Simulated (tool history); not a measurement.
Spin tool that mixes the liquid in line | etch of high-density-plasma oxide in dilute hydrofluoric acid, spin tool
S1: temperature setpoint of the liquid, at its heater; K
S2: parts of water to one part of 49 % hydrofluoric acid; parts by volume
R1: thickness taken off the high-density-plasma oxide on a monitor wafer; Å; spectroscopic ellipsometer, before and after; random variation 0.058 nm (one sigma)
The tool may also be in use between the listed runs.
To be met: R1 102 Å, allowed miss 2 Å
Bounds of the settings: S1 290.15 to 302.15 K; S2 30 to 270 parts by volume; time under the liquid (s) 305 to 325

Run 1, day 0: S1 294.15 K, S2 150 parts by volume, time under the liquid (s) 305. Result: R1 80.787 Å.
Run 2, day 0.283: S1 294.15 K, S2 105 parts by volume, time under the liquid (s) 305. Result: R1 120.27 Å.
Run 3, day 0.508: S1 293.65 K, S2 105 parts by volume, time under the liquid (s) 305. Result: R1 118.89 Å.
Run 4, day 0.592: S1 293.15 K, S2 105 parts by volume, time under the liquid (s) 305. Result: R1 115.75 Å.
Run 5, day 0.875: S1 292.65 K, S2 105 parts by volume, time under the liquid (s) 305. Result: R1 113.43 Å.
Run 6, day 1.029: S1 292.15 K, S2 105 parts by volume, time under the liquid (s) 305. Result: R1 110.46 Å.
Run 7, day 1.308: S1 291.65 K, S2 105 parts by volume, time under the liquid (s) 305. Result: R1 109.21 Å.
Run 8, day 1.596: S1 290.65 K, S2 105 parts by volume, time under the liquid (s) 305. Result: R1 104.81 Å.

4 next moves are on the table. One of them brings every result within its allowed miss. Which?
Run A, day 1.883: S1 290.15 K, S2 110 parts by volume, time under the liquid (s) 305. Result: R1 ?.
Run B, day 1.883: S1 291.65 K, S2 115 parts by volume, time under the liquid (s) 325. Result: R1 ?.
Run C, day 1.883: S1 296.15 K, S2 135 parts by volume, time under the liquid (s) 305. Result: R1 ?.
Run D, day 1.883: S1 290.15 K, S2 105 parts by volume, time under the liquid (s) 305. Result: R1 ?.

move      R1
   A  98.353
   B  106.15
   C  99.449
   D  103.57
A: takes the result that was furthest off past its target
B: further off than the last run
C: takes the result that was furthest off past its target
D: meets every target
The right move is D.
